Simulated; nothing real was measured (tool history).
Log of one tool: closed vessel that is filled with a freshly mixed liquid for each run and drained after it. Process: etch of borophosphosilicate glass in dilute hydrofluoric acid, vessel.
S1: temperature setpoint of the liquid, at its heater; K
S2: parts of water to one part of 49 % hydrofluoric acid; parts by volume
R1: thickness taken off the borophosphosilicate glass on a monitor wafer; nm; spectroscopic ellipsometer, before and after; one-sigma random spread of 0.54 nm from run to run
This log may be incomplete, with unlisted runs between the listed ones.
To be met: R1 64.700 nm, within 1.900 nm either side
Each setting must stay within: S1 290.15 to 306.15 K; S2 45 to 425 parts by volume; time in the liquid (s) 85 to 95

{"run": 1, "day": 0.0, "S1": 298.15, "S2": 235, "time in the liquid (s)": 85, "R1": 19.436}
{"run": 2, "day": 0.162, "S1": 298.15, "S2": 235, "time in the liquid (s)": 85, "R1": 19.298}
{"run": 3, "day": 0.508, "S1": 299.65, "S2": 195, "time in the liquid (s)": 85, "R1": 25.689}
{"run": 4, "day": 0.783, "S1": 301.15, "S2": 170, "time in the liquid (s)": 85, "R1": 32.289}
{"run": 5, "day": 0.808, "S1": 299.65, "S2": 170, "time in the liquid (s)": 85, "R1": 30.84}
{"run": 6, "day": 0.983, "S1": 299.65, "S2": 170, "time in the liquid (s)": 95, "R1": 34.334}
{"run": 7, "day": 1.225, "S1": 301.15, "S2": 155, "time in the liquid (s)": 95, "R1": 40.578}
{"run": 8, "day": 1.433, "S1": 302.15, "S2": 145, "time in the liquid (s)": 95, "R1": 45.608}
{"run": 9, "day": 1.712, "S1": 303.15, "S2": 140, "time in the liquid (s)": 95, "R1": 48.565}
{"run": 10, "day": 1.9, "S1": 303.65, "S2": 135, "time in the liquid (s)": 95, "R1": 52.517}
{"run": 11, "day": 2.167, "S1": 304.15, "S2": 130, "time in the liquid (s)": 95, "R1": 55.678}
{"run": 12, "day": 2.454, "S1": 304.65, "S2": 130, "time in the liquid (s)": 95, "R1": 56.952}
{"run": 13, "day": 2.75, "S1": 305.15, "S2": 130, "time in the liquid (s)": 95, "R1": 57.29}
{"run": 14, "day": 2.808, "S1": 306.15, "S2": 110, "time in the liquid (s)": 95, "R1": 73.019}
{"run": 15, "day": 3.112, "S1": 304.15, "S2": 110, "time in the liquid (s)": 95, "R1": 67.102}

Exercise: of the 4 proposed moves below, exactly one satisfies all targets within the stated allowed misses. Which move is it?
{"run": "A", "day": 3.417, "S1": 304.15, "S2": 95, "time in the liquid (s)": 85, "R1": "?"}
{"run": "B", "day": 3.417, "S1": 306.15, "S2": 115, "time in the liquid (s)": 95, "R1": "?"}
{"run": "C", "day": 3.417, "S1": 306.15, "S2": 110, "time in the liquid (s)": 85, "R1": "?"}
{"run": "D", "day": 3.417, "S1": 302.15, "S2": 95, "time in the liquid (s)": 90, "R1": "?"}

move=A R1=70.574
move=B R1=68.084
move=C R1=64.160
move=D R1=69.304
A: misses by more than the last run did
B: misses by more than the last run did
C: in spec on every target
D: misses by more than the last run did
Correct choice: C, which meets every target
